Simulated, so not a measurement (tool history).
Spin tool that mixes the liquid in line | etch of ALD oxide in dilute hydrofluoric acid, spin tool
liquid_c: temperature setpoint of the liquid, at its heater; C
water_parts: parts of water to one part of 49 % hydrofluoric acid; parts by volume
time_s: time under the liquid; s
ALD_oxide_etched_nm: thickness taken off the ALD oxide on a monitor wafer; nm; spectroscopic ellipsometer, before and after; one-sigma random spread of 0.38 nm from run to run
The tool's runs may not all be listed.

run,hour,liquid_c,water_parts,time_s,ALD_oxide_etched_nm
1,0,25,185,320,17.713
2,2.1,25,235,320,13.178
3,5.1,25,280,320,10.65
4,11.5,22.5,280,320,9.9229
5,17.6,24,230,320,13.039
6,20.1,24,195,320,15.692

What will run 7 give?
7,28.4,28,125,320,?

{"run 7": {"ALD_oxide_etched_nm": 31.381}}

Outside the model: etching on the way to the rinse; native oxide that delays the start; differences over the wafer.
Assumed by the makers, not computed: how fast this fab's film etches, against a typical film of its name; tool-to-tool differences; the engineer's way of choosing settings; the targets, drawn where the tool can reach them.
